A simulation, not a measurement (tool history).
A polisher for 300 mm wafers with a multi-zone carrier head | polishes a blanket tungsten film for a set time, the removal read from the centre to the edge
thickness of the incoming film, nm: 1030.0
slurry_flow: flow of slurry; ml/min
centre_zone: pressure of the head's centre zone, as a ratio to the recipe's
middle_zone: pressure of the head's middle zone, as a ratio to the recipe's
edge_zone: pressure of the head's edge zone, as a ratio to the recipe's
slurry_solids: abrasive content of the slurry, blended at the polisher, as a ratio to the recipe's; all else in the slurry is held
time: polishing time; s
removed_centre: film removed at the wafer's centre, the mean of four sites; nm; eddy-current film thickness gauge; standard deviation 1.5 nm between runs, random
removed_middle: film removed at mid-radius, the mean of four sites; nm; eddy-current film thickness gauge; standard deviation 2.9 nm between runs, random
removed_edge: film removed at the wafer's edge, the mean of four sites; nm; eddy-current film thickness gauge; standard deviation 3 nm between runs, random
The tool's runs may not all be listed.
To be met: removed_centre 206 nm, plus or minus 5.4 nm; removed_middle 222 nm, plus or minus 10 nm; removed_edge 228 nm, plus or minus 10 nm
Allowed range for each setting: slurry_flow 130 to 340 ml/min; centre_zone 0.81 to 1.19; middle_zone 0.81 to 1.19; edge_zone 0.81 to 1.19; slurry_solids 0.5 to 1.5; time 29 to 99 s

run    day  slurry_flow  centre_zone  middle_zone  edge_zone  slurry_solids  time  removed_centre  removed_middle  removed_edge
  1      0          220            1            1          1              1    64          340.81          365.24        367.22
  2  0.312          215         0.98         0.98       0.97            0.9    60          307.03          331.76        333.23
  3  0.421          215         0.98         0.98        0.9            0.9    60          312.51          331.06        318.31
  4  0.454          215         0.98         0.94        0.9            0.9    60          308.26          320.98        319.69
  5    0.8          210         0.96         0.92       0.89            0.8    57           281.6          285.56         291.8
  6  1.046          210         0.96         0.92       0.89            0.7    57          269.68          282.59        289.44
  7  1.079          205         0.95         0.91       0.88           0.65    55          251.53          261.71        272.09
  8  1.229          200         0.94         0.91       0.87            0.6    54          240.46          253.62        254.57
  9  1.333          190         0.92          0.9       0.86            0.6    54          234.26          243.77        250.77
 10  1.375          165         0.85         0.91       0.81            0.5    52          195.64          225.47        227.32

Exactly one of the 4 candidate moves below puts every result within its allowed miss. Which one?
  A  1.417          190         0.84         1.01       0.88            0.5    47               ?               ?             ?
  B  1.417          175         0.86         0.95        0.9           0.55    47               ?               ?             ?
  C  1.417          130         0.85         0.99       0.81           0.65    48               ?               ?             ?
  D  1.417          155         0.88         0.87       0.81           0.55    52               ?               ?             ?

move  removed_centre  removed_middle  removed_edge
   A           183.1          227.01        220.57
   B          187.24          218.21        225.14
   C          182.49           223.2        216.93
   D          205.31          221.23        233.77
A: its largest miss is bigger than the last run's
B: its largest miss is bigger than the last run's
C: its largest miss is bigger than the last run's
D: in spec on every target
D is the move that brings every result within its allowed miss.
